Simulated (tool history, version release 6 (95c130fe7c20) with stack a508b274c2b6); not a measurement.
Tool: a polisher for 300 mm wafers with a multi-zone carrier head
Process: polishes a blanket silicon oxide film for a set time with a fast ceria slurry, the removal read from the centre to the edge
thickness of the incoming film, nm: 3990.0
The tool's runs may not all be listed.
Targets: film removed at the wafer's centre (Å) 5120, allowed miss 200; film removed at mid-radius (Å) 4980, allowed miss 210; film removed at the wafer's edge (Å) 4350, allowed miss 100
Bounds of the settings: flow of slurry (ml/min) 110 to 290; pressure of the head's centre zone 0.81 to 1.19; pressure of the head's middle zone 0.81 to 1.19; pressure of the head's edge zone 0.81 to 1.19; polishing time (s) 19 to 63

run  hour  flow of slurry (ml/min)  pressure of the head's centre zone  pressure of the head's middle zone  pressure of the head's edge zone  polishing time (s)  film removed at the wafer's centre (Å)  film removed at mid-radius (Å)  film removed at the wafer's edge (Å)
  1     0                      185                                   1                                   1                                 1                  41                                  7260.5                          6936.7                                6755.7
  2   2.3                      185                                   1                                0.91                                 1                  41                                  7303.9                          6256.8                                6747.1
  3   2.9                      185                                   1                                0.93                              0.96                  38                                  6763.3                          5996.2                                6062.8
  4   6.2                      205                                   1                                0.93                              0.96                  38                                  6913.7                          5942.4                                6186.4
  5     8                      205                                   1                                0.93                              0.96                  31                                  5548.2                          4950.6                                4996.4
       13  -- centre zone pressure recalibrated
  6    13                      195                                0.99                                0.94                              0.93                  31                                  5061.7                          4919.4                                4933.7
  7  17.1                      200                                1.02                                0.96                              0.91                  30                                  5219.2                          4960.9                                4748.1
  8  18.7                      195                                1.03                                0.97                              0.89                  30                                  5200.2                          4847.9                                4744.2
  9  27.2                      205                                1.04                                   1                              0.88                  29                                  5174.2                          4884.8                                4536.8
 10  35.6                      205                                1.04                                1.01                              0.87                  29                                  5145.2                          4778.7                                4510.5
 11    39                      205                                1.04                                1.03                              0.86                  29                                  5020.9                          4900.1                                4422.1
 12  43.2                      210                                1.04                                1.04                              0.86                  29                                  5022.4                          5028.9                                4456.7
 13  48.7                      210                                1.05                                1.04                              0.85                  29                                  5155.6                          5013.8                                4439.2

Which of these 4 next moves meets every target?
  A  54.2                      180                                1.07                                1.01                              0.85                  30                                       ?                               ?                                     ?
  B  54.2                      245                                1.09                                1.09                              0.81                  29                                       ?                               ?                                     ?
  C  54.2                      185                                1.09                                1.11                              0.89                  28                                       ?                               ?                                     ?
  D  54.2                      225                                   1                                1.03                              0.81                  30                                       ?                               ?                                     ?

move  film removed at the wafer's centre (Å)  film removed at mid-radius (Å)  film removed at the wafer's edge (Å)
   A                                  5284.9                          4960.8                                4510.2
   B                                  5406.9                          5244.9                                4372.1
   C                                  5046.5                          4978.9                                4303.2
   D                                  5076.6                          5161.1                                4496.4
A: further off than the last run
B: brings the result that was furthest off to its target, and leaves another outside
C: meets every target
D: further off than the last run
The right move is C.
